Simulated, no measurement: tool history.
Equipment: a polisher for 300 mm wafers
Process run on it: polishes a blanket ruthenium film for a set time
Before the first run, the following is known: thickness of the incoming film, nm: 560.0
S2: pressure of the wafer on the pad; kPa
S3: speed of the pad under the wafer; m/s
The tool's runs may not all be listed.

Run 1, hour 0: flow of slurry (ml/min) 245, S2 11 kPa, S3 1.06 m/s, polishing time (s) 40. Result: film removed (Å) 297.67.
Run 2, hour 1.4: flow of slurry (ml/min) 285, S2 11 kPa, S3 1.06 m/s, polishing time (s) 40. Result: film removed (Å) 299.83.
Run 3, hour 5: flow of slurry (ml/min) 285, S2 11.7 kPa, S3 1.06 m/s, polishing time (s) 40. Result: film removed (Å) 316.89.
Run 4, hour 13.9: flow of slurry (ml/min) 285, S2 11.7 kPa, S3 1.3 m/s, polishing time (s) 40. Result: film removed (Å) 385.24.
Run 5, hour 22.3: flow of slurry (ml/min) 285, S2 12.4 kPa, S3 1.3 m/s, polishing time (s) 40. Result: film removed (Å) 419.49.
Run 6, hour 26.8: flow of slurry (ml/min) 285, S2 12.4 kPa, S3 1.3 m/s, polishing time (s) 36. Result: film removed (Å) 370.87.
Run 7, hour 33.8: flow of slurry (ml/min) 285, S2 13.1 kPa, S3 1.3 m/s, polishing time (s) 36. Result: film removed (Å) 392.64.
Run 8, hour 40.8: flow of slurry (ml/min) 285, S2 13.8 kPa, S3 1.3 m/s, polishing time (s) 36. Result: film removed (Å) 423.02.

Predict the results of run 9:
Run 9, hour 41.7: flow of slurry (ml/min) 285, S2 15.2 kPa, S3 1.3 m/s, polishing time (s) 36. Result: film removed (Å) ?.

{"run 9": {"film removed (Å)": 454.44}}
